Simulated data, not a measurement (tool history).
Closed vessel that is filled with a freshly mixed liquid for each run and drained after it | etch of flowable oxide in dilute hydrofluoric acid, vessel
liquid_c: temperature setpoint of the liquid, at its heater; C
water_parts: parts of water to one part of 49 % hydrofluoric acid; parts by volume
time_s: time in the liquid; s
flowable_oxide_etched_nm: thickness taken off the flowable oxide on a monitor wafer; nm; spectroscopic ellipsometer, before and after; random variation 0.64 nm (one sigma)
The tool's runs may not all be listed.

Run 1, hour 0.0: liquid_c 24.0 C, water_parts 45 parts by volume, time_s 30 s. Result: flowable_oxide_etched_nm 30.657 nm.
Run 2, hour 6.1: liquid_c 24.0 C, water_parts 45 parts by volume, time_s 30 s. Result: flowable_oxide_etched_nm 31.271 nm.
Run 3, hour 7.6: liquid_c 25.5 C, water_parts 40 parts by volume, time_s 30 s. Result: flowable_oxide_etched_nm 36.903 nm.
Run 4, hour 13.1: liquid_c 25.5 C, water_parts 45 parts by volume, time_s 30 s. Result: flowable_oxide_etched_nm 32.718 nm.
Run 5, hour 20.3: liquid_c 25.5 C, water_parts 55 parts by volume, time_s 30 s. Result: flowable_oxide_etched_nm 26.223 nm.
Run 6, hour 21.7: liquid_c 25.5 C, water_parts 50 parts by volume, time_s 30 s. Result: flowable_oxide_etched_nm 29.272 nm.
Run 7, hour 23.9: liquid_c 25.5 C, water_parts 50 parts by volume, time_s 30 s. Result: flowable_oxide_etched_nm 29.744 nm.
Run 8, hour 28.9: liquid_c 26.5 C, water_parts 45 parts by volume, time_s 30 s. Result: flowable_oxide_etched_nm 34.409 nm.
Run 9, hour 34.0: liquid_c 27.5 C, water_parts 40 parts by volume, time_s 30 s. Result: flowable_oxide_etched_nm 41.187 nm.

Run 10 comes next. What will it give?
Run 10, hour 37.9: liquid_c 28.5 C, water_parts 40 parts by volume, time_s 30 s. Result: flowable_oxide_etched_nm ?.

flowable_oxide_etched_nm: 42.081 nm
